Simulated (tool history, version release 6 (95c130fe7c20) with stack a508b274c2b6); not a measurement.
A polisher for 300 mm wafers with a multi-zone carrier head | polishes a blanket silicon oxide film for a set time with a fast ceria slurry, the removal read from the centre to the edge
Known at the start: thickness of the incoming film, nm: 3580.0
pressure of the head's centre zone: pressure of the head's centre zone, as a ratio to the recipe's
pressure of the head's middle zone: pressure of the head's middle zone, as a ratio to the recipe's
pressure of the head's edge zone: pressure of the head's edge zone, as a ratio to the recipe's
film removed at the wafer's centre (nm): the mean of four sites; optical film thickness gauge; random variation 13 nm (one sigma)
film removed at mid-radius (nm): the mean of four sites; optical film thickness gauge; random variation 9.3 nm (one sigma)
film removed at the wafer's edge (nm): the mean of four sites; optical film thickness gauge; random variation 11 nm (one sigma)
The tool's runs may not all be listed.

run	hour	flow of slurry (ml/min)	pressure of the head's centre zone	pressure of the head's middle zone	pressure of the head's edge zone	polishing time (s)	film removed at the wafer's centre (nm)	film removed at mid-radius (nm)	film removed at the wafer's edge (nm)
1	0	315	1	1	1	60	731.22	716.44	716.13
2	8.3	315	1	1.06	1	60	740.17	746.45	738.86
3	12.3	280	1	1.06	1	60	713.25	737.87	721.55
4	13.1	280	1	1.06	1.07	60	697.88	736.66	738.18
5	19.3	280	1	1	1.07	60	716.7	700.3	736.43
6	22.2	345	1	1	1.07	60	743.01	718.4	761.5

Forecast run 7:
7	28.7	355	1.02	1.02	1.08	61	?	?	?

{"run 7": {"film removed at the wafer's centre (nm)": 743.14, "film removed at mid-radius (nm)": 752.54, "film removed at the wafer's edge (nm)": 758.85}}
